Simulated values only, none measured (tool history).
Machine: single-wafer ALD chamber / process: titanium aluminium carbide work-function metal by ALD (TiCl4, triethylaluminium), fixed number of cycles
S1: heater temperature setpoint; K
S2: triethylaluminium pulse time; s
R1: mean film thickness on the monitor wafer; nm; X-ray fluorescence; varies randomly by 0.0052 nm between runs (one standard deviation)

run,day,S1,S2,R1
1,0,598.15,7.59,1.973
2,0.308,598.15,8.44,2.0127
3,0.496,604.15,8.67,2.0687
4,0.646,608.15,8.92,2.1038
5,0.762,611.15,9.19,2.1383
6,0.817,616.15,9.19,2.1787
7,0.871,617.15,9.3,2.1916

Run 8 is up next; what results do you expect?
8,1.133,618.15,9.38,?

Run 8 gave R1 2.199 nm.

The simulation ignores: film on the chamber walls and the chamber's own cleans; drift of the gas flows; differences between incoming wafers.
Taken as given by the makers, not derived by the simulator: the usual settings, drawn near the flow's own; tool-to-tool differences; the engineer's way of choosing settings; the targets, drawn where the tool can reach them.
